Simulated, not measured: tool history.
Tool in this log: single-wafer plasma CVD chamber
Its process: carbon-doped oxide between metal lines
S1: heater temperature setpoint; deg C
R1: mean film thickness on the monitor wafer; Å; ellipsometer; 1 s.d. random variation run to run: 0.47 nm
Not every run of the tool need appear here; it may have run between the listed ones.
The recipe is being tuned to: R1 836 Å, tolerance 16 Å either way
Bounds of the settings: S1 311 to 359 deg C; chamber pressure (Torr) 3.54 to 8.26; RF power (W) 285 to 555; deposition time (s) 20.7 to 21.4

run 1 day=0 | S1=335 chamber_pressure_(Torr)=5.9 RF_power_(W)=420 deposition_time_(s)=20.7 | R1=993
run 2 day=0.204 | S1=335 chamber_pressure_(Torr)=5.9 RF_power_(W)=420 deposition_time_(s)=21.4 | R1=1019.3
run 3 day=0.388 | S1=335 chamber_pressure_(Torr)=6.86 RF_power_(W)=420 deposition_time_(s)=21.4 | R1=1041.2
run 4 day=0.683 | S1=337 chamber_pressure_(Torr)=6.74 RF_power_(W)=410 deposition_time_(s)=21.4 | R1=1007.4
run 5 day=0.921 | S1=326 chamber_pressure_(Torr)=6.74 RF_power_(W)=410 deposition_time_(s)=21.4 | R1=1046.7
run 6 day=1.2 | S1=322 chamber_pressure_(Torr)=6.74 RF_power_(W)=410 deposition_time_(s)=21.4 | R1=1058.4
run 7 day=1.575 | S1=324 chamber_pressure_(Torr)=6.61 RF_power_(W)=400 deposition_time_(s)=21.4 | R1=1031.8
run 8 day=1.725 | S1=326 chamber_pressure_(Torr)=6.49 RF_power_(W)=390 deposition_time_(s)=21.4 | R1=986.15
run 9 day=1.95 | S1=328 chamber_pressure_(Torr)=6.28 RF_power_(W)=385 deposition_time_(s)=21.4 | R1=969.09
run 10 day=1.975 | S1=330 chamber_pressure_(Torr)=6.1 RF_power_(W)=380 deposition_time_(s)=21.4 | R1=947.87

Exactly one of the 4 candidate moves below puts every result within its allowed miss. Which one?
run A day=2 | S1=332 chamber_pressure_(Torr)=5.81 RF_power_(W)=375 deposition_time_(s)=20.7 | R1=?
run B day=2 | S1=330 chamber_pressure_(Torr)=6.7 RF_power_(W)=450 deposition_time_(s)=21.4 | R1=?
run C day=2 | S1=329 chamber_pressure_(Torr)=5.69 RF_power_(W)=350 deposition_time_(s)=20.7 | R1=?
run D day=2 | S1=334 chamber_pressure_(Torr)=6.58 RF_power_(W)=360 deposition_time_(s)=20.7 | R1=?

move=A R1=887.52
move=B R1=1120.3
move=C R1=830.7
move=D R1=856.54
A: moves toward the targets from the last run without getting all of them in spec
B: moves away from the targets compared with the last run
C: in spec on every target
D: moves toward the targets from the last run without getting all of them in spec
Correct choice: C, which meets every target
